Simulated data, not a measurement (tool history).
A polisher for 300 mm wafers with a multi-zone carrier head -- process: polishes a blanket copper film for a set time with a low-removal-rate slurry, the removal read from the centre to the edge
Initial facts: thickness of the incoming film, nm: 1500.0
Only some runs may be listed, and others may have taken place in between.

run	hour	flow of slurry (ml/min)	pressure of the head's centre zone	pressure of the head's middle zone	pressure of the head's edge zone	abrasive content of the slurry	polishing time (s)	film removed at the wafer's centre (nm)	film removed at mid-radius (nm)	film removed at the wafer's edge (nm)
1	0.0	235	1.00	1.00	1.00	1.00	67	229.91	228.26	240.21
2	2.8	255	1.00	1.00	1.00	1.00	67	235.60	239.72	247.46
3	7.0	255	1.00	1.00	1.07	1.00	67	228.28	234.25	251.68
4	14.2	255	0.96	1.00	1.07	1.00	67	224.46	238.93	252.50
5	21.6	265	0.94	0.98	1.10	1.10	68	225.34	242.00	265.17
6	23.7	270	0.93	0.97	1.12	1.15	69	232.71	243.08	266.71
7	31.3	265	0.91	0.95	1.14	1.15	72	235.88	245.83	290.23
8	37.0	265	0.90	0.95	1.15	1.15	73	233.86	250.56	294.24

What will run 9 give?
9	44.3	265	0.90	0.95	1.16	1.15	74	?	?	?

{"run 9": {"film removed at the wafer's centre (nm)": 235.3, "film removed at mid-radius (nm)": 261.06, "film removed at the wafer's edge (nm)": 299.78}}
